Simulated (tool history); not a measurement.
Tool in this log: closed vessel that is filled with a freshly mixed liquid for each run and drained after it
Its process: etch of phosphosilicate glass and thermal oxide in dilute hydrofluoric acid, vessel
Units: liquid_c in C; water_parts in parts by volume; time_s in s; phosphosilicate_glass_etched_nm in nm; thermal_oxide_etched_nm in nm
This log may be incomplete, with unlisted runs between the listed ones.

run,hour,liquid_c,water_parts,time_s,phosphosilicate_glass_etched_nm,thermal_oxide_etched_nm
1,0,23,125,60,51.102,2.2088
2,6.4,24,125,60,52.913,2.3203
3,8.7,24.5,125,60,53.638,2.3713
4,9.6,25,125,60,55.248,2.4377
5,11.7,21.5,125,60,48.869,2.1584
6,13.3,21.5,125,75,60.177,2.5779

What does the tool deliver on the next run?
7,17.6,22,125,75,?,?

{"run 7": {"phosphosilicate_glass_etched_nm": 60.874, "thermal_oxide_etched_nm": 2.6642}}

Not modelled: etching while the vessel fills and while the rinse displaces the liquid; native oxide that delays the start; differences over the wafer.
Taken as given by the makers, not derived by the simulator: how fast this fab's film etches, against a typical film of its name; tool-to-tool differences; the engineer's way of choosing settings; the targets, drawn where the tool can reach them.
